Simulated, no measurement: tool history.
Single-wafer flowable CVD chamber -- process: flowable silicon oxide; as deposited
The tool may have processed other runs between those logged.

| run | hour | heater temperature setpoint (K) | chamber pressure (Pa) | RF power (kW) | deposition time (s) | mean film thickness on the monitor wafer (nm) |
|---|---|---|---|---|---|---|
| 1 | 0.0 | 383.15 | 80.4 | 2.150 | 803 | 220.05 |
| 2 | 4.4 | 383.15 | 80.4 | 2.150 | 803 | 219.78 |
| 3 | 9.9 | 384.15 | 80.4 | 2.150 | 803 | 211.95 |
| 4 | 18.0 | 376.15 | 80.4 | 2.150 | 803 | 270.12 |
| 5 | 19.8 | 376.15 | 80.4 | 2.150 | 829 | 275.77 |
| 6 | 20.8 | 376.15 | 80.4 | 2.150 | 829 | 276.21 |
| 7 | 24.2 | 379.15 | 80.3 | 2.150 | 829 | 251.33 |

Estimate the outcome of run 8 from the log above:
|  | 32.1 | thermocouple changed; heater temperature recalibrated |
| 8 | 32.1 | 381.15 | 80.3 | 2.150 | 829 | ? |

mean film thickness on the monitor wafer (nm): 259.80
